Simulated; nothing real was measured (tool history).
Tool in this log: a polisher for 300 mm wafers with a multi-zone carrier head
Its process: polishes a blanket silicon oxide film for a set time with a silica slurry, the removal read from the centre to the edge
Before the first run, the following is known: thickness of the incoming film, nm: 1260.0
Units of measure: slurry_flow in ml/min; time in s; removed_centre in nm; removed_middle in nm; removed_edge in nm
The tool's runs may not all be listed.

run 1 hour=0 | slurry_flow=250 centre_zone=1 middle_zone=1 edge_zone=1 slurry_solids=1 time=62 | removed_centre=270.52 removed_middle=247.59 removed_edge=241.54
run 2 hour=7.9 | slurry_flow=250 centre_zone=1 middle_zone=1.06 edge_zone=1 slurry_solids=1 time=62 | removed_centre=270.2 removed_middle=257.35 removed_edge=241.69
run 3 hour=16.7 | slurry_flow=250 centre_zone=1 middle_zone=1.06 edge_zone=1 slurry_solids=1 time=76 | removed_centre=335.09 removed_middle=316.38 removed_edge=299.28
run 4 hour=21.9 | slurry_flow=215 centre_zone=1 middle_zone=1.06 edge_zone=1 slurry_solids=1 time=76 | removed_centre=328.09 removed_middle=309.28 removed_edge=292.38
run 5 hour=26.5 | slurry_flow=215 centre_zone=1.06 middle_zone=1.06 edge_zone=1 slurry_solids=1 time=76 | removed_centre=345.49 removed_middle=311.09 removed_edge=296.71
run 6 hour=33.7 | slurry_flow=205 centre_zone=1.01 middle_zone=1.01 edge_zone=1 slurry_solids=0.9 time=74 | removed_centre=298.4 removed_middle=273.36 removed_edge=265.45
run 7 hour=41 | slurry_flow=195 centre_zone=0.98 middle_zone=0.97 edge_zone=1 slurry_solids=0.8 time=74 | removed_centre=270.2 removed_middle=245.79 removed_edge=245.73
run 8 hour=46.5 | slurry_flow=185 centre_zone=0.95 middle_zone=0.94 edge_zone=0.99 slurry_solids=0.75 time=74 | removed_centre=248.27 removed_middle=226.06 removed_edge=236.09
run 9 hour=54.7 | slurry_flow=180 centre_zone=0.93 middle_zone=0.92 edge_zone=0.96 slurry_solids=0.7 time=74 | removed_centre=226.14 removed_middle=211.07 removed_edge=217.2
run 10 hour=61 | slurry_flow=175 centre_zone=0.92 middle_zone=0.9 edge_zone=0.95 slurry_solids=0.7 time=74 | removed_centre=227.22 removed_middle=204.8 removed_edge=217.49

What does the tool deliver on the next run?
run 11 hour=68.9 | slurry_flow=170 centre_zone=0.9 middle_zone=0.89 edge_zone=0.93 slurry_solids=0.7 time=74 | removed_centre=? removed_middle=? removed_edge=?

{"run 11": {"removed_centre": 219.49, "removed_middle": 201.51, "removed_edge": 213.36}}

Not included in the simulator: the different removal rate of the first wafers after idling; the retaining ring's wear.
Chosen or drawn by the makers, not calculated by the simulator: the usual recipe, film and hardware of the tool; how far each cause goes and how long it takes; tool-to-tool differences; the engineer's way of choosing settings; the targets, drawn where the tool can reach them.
